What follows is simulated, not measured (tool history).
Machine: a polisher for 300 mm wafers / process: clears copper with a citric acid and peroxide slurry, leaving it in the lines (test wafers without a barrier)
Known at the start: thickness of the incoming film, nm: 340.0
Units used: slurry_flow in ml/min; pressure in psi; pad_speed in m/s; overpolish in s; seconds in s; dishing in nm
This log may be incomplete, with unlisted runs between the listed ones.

run	hour	slurry_flow	pressure	pad_speed	slurry_solids	overpolish	seconds	dishing
1	0	250	4.1	1.08	1	25	90.896	45.426
2	3.3	250	4.8	1.08	1	25	80.313	51.265
3	8.9	250	5	1.1	1	23	74.975	49.013
4	14	220	5	1.1	1	23	76.64	48.865
5	21.3	260	5	1.1	1	23	75.701	49.138
6	23.9	260	5	1.1	0.8	23	77.915	48.699
7	31.9	260	5.2	1.1	0.8	23	76.007	49.947
8	36.6	260	5.4	1.1	0.8	22	69.808	48.56
9	37.6	260	5.5	1.1	0.8	23	72.127	49.935

Predict the results of run 10:
10	39.9	260	5.6	1.1	0.8	23	?	?

seconds: 69.946 s
dishing: 50.774 nm
